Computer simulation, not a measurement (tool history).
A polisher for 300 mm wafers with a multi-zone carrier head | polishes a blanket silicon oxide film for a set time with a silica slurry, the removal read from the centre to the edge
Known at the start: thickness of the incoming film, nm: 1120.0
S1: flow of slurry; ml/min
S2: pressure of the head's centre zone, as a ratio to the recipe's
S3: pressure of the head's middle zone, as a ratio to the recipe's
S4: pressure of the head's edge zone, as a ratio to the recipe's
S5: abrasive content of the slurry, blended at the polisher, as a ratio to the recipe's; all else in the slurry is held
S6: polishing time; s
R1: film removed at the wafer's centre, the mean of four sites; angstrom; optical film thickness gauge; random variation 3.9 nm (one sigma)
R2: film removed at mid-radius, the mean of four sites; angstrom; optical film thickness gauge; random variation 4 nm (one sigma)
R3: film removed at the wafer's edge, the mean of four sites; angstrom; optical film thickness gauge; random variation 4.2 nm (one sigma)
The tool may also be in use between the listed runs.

run,hour,S1,S2,S3,S4,S5,S6,R1,R2,R3
1,0.0,205,1.00,1.00,1.00,1.00,50,2256.3,2289.8,2291.6
2,3.1,210,1.01,1.01,1.01,1.05,51,2368.8,2478.0,2512.6
3,4.5,210,1.01,1.01,0.97,1.05,51,2397.2,2424.1,2395.8
4,8.1,210,0.94,1.01,0.97,1.05,51,2250.7,2444.1,2424.0
5,15.7,215,0.96,1.01,0.97,1.10,51,2292.5,2479.5,2456.2
6,22.5,215,0.96,1.01,1.02,1.10,51,2340.9,2530.0,2456.2
7,28.5,215,0.97,1.01,1.02,1.15,52,2371.6,2573.4,2633.5

Forecast run 8:
# hour 36.3: edge zone pressure recalibrated
8,36.3,220,0.99,1.02,1.01,1.20,53,?,?,?

{"run 8": {"R1": 2529.4, "R2": 2706.6, "R3": 2671.1}}
